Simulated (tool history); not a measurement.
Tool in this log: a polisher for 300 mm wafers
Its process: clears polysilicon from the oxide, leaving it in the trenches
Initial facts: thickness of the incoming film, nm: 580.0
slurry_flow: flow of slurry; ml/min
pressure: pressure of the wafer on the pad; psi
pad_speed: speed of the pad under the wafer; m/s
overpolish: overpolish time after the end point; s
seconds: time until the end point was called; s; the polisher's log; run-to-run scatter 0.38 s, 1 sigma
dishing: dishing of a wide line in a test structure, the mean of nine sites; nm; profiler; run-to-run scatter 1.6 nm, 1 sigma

{"run": 1, "hour": 0.0, "slurry_flow": 245, "pressure": 2.4, "pad_speed": 1.22, "overpolish": 19, "seconds": 38.673, "dishing": 76.199}
{"run": 2, "hour": 4.3, "slurry_flow": 245, "pressure": 2, "pad_speed": 1.22, "overpolish": 19, "seconds": 42.898, "dishing": 71.451}
{"run": 3, "hour": 6.9, "slurry_flow": 245, "pressure": 2.2, "pad_speed": 1.22, "overpolish": 19, "seconds": 41.139, "dishing": 73.03}
{"run": 4, "hour": 8.9, "slurry_flow": 300, "pressure": 2.2, "pad_speed": 1.22, "overpolish": 19, "seconds": 39.668, "dishing": 73.463}
{"run": 5, "hour": 12.0, "slurry_flow": 310, "pressure": 2.2, "pad_speed": 1.38, "overpolish": 15, "seconds": 34.464, "dishing": 71.441}
{"run": 6, "hour": 18.5, "slurry_flow": 310, "pressure": 2.2, "pad_speed": 1.14, "overpolish": 15, "seconds": 42.339, "dishing": 68.176}
{"run": 7, "hour": 27.3, "slurry_flow": 310, "pressure": 2.2, "pad_speed": 1.14, "overpolish": 15, "seconds": 42.508, "dishing": 70.32}
{"run": 8, "hour": 32.6, "slurry_flow": 310, "pressure": 2.8, "pad_speed": 1.24, "overpolish": 6, "seconds": 32.492, "dishing": 58.838}
{"run": 9, "hour": 34.4, "slurry_flow": 310, "pressure": 3, "pad_speed": 1.26, "overpolish": 10, "seconds": 29.091, "dishing": 68.347}
{"run": 10, "hour": 35.4, "slurry_flow": 310, "pressure": 3.1, "pad_speed": 1.28, "overpolish": 9, "seconds": 28.406, "dishing": 69.417}

For run 11, what comes out?
{"run": 11, "hour": 38.5, "slurry_flow": 310, "pressure": 3.2, "pad_speed": 1.3, "overpolish": 8, "seconds": "?", "dishing": "?"}

{"run 11": {"seconds": 27.467, "dishing": 68.574}}
